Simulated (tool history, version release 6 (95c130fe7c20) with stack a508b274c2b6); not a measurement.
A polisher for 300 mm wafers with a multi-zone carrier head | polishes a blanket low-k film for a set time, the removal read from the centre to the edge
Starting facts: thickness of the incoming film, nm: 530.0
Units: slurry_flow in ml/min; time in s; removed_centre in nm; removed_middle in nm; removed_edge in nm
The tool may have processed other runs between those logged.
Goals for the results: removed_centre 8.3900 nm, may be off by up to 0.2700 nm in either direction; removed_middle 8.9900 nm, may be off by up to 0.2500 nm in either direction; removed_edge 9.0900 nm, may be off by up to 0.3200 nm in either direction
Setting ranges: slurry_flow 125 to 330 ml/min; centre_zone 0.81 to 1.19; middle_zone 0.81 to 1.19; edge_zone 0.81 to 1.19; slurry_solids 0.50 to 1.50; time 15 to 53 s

Run 1, hour 0.0: slurry_flow 210 ml/min, centre_zone 1.00, middle_zone 1.00, edge_zone 1.00, slurry_solids 1.00, time 34 s. Result: removed_centre 6.3936 nm, removed_middle 6.5209 nm, removed_edge 6.4924 nm.
Run 2, hour 3.5: slurry_flow 185 ml/min, centre_zone 1.00, middle_zone 1.00, edge_zone 1.00, slurry_solids 1.00, time 34 s. Result: removed_centre 6.2120 nm, removed_middle 6.2878 nm, removed_edge 6.4281 nm.
Run 3, hour 12.0: slurry_flow 185 ml/min, centre_zone 1.09, middle_zone 1.00, edge_zone 1.00, slurry_solids 1.00, time 34 s. Result: removed_centre 6.8563 nm, removed_middle 6.2890 nm, removed_edge 6.4058 nm.
Run 4, hour 16.1: slurry_flow 185 ml/min, centre_zone 1.09, middle_zone 1.00, edge_zone 0.97, slurry_solids 1.00, time 34 s. Result: removed_centre 6.8474 nm, removed_middle 6.3838 nm, removed_edge 6.3500 nm.
Run 5, hour 22.4: slurry_flow 190 ml/min, centre_zone 1.07, middle_zone 1.02, edge_zone 1.01, slurry_solids 1.10, time 34 s. Result: removed_centre 6.9924 nm, removed_middle 6.6322 nm, removed_edge 6.6902 nm.
Run 6, hour 27.1: slurry_flow 200 ml/min, centre_zone 1.05, middle_zone 1.04, edge_zone 1.04, slurry_solids 1.20, time 35 s. Result: removed_centre 7.3553 nm, removed_middle 7.2060 nm, removed_edge 7.3743 nm.
Run 7, hour 29.5: slurry_flow 215 ml/min, centre_zone 1.04, middle_zone 1.06, edge_zone 1.06, slurry_solids 1.25, time 35 s. Result: removed_centre 7.3744 nm, removed_middle 7.6317 nm, removed_edge 7.4832 nm.
Run 8, hour 33.8: slurry_flow 220 ml/min, centre_zone 1.04, middle_zone 1.06, edge_zone 1.08, slurry_solids 1.30, time 35 s. Result: removed_centre 7.5025 nm, removed_middle 7.7538 nm, removed_edge 7.6857 nm.
Run 9, hour 36.0: slurry_flow 220 ml/min, centre_zone 1.04, middle_zone 1.06, edge_zone 1.09, slurry_solids 1.35, time 35 s. Result: removed_centre 7.6904 nm, removed_middle 7.8526 nm, removed_edge 7.8008 nm.
Run 10, hour 38.7: slurry_flow 220 ml/min, centre_zone 1.03, middle_zone 1.06, edge_zone 1.11, slurry_solids 1.40, time 36 s. Result: removed_centre 7.8836 nm, removed_middle 8.1430 nm, removed_edge 8.0627 nm.
Run 11, hour 41.1: slurry_flow 230 ml/min, centre_zone 1.02, middle_zone 1.06, edge_zone 1.13, slurry_solids 1.40, time 37 s. Result: removed_centre 8.1673 nm, removed_middle 8.4136 nm, removed_edge 8.5051 nm.
Run 12, hour 45.5: slurry_flow 240 ml/min, centre_zone 1.01, middle_zone 1.06, edge_zone 1.14, slurry_solids 1.40, time 37 s. Result: removed_centre 8.1014 nm, removed_middle 8.4646 nm, removed_edge 8.4661 nm.
Run 13, hour 46.0: slurry_flow 240 ml/min, centre_zone 1.00, middle_zone 1.06, edge_zone 1.15, slurry_solids 1.40, time 37 s. Result: removed_centre 7.9274 nm, removed_middle 8.4111 nm, removed_edge 8.7029 nm.
Run 14, hour 51.5: slurry_flow 250 ml/min, centre_zone 1.00, middle_zone 1.07, edge_zone 1.15, slurry_solids 1.40, time 37 s. Result: removed_centre 8.0758 nm, removed_middle 8.5239 nm, removed_edge 8.6655 nm.
Run 15, hour 60.0: slurry_flow 255 ml/min, centre_zone 1.00, middle_zone 1.08, edge_zone 1.16, slurry_solids 1.40, time 37 s. Result: removed_centre 7.8717 nm, removed_middle 8.7227 nm, removed_edge 8.4981 nm.

Below are 5 possible settings for the next run. Only one of them brings all results inside the allowed miss of their targets. Which is it?
Run A, hour 68.5: slurry_flow 205 ml/min, centre_zone 0.92, middle_zone 1.05, edge_zone 1.19, slurry_solids 1.25, time 40 s. Result: removed_centre ?, removed_middle ?, removed_edge ?.
Run B, hour 68.5: slurry_flow 225 ml/min, centre_zone 0.86, middle_zone 1.05, edge_zone 1.19, slurry_solids 1.00, time 45 s. Result: removed_centre ?, removed_middle ?, removed_edge ?.
Run C, hour 68.5: slurry_flow 260 ml/min, centre_zone 1.01, middle_zone 1.09, edge_zone 1.19, slurry_solids 1.25, time 40 s. Result: removed_centre ?, removed_middle ?, removed_edge ?.
Run D, hour 68.5: slurry_flow 220 ml/min, centre_zone 0.88, middle_zone 1.03, edge_zone 1.17, slurry_solids 1.45, time 40 s. Result: removed_centre ?, removed_middle ?, removed_edge ?.
Run E, hour 68.5: slurry_flow 325 ml/min, centre_zone 1.03, middle_zone 1.18, edge_zone 1.13, slurry_solids 1.45, time 34 s. Result: removed_centre ?, removed_middle ?, removed_edge ?.

move  removed_centre  removed_middle  removed_edge
   A          7.4753          8.4574        8.9525
   B          7.3103          8.8449        9.3349
   C          8.4532          8.9540        9.1218
   D          7.5941          8.8352        9.4150
   E          7.9006          8.7589        8.0944
A: misses by more than the last run did
B: misses by more than the last run did
C: each result inside its tolerance
D: misses by more than the last run did
E: misses by more than the last run did
So the answer is move C, the one that meets all the targets.
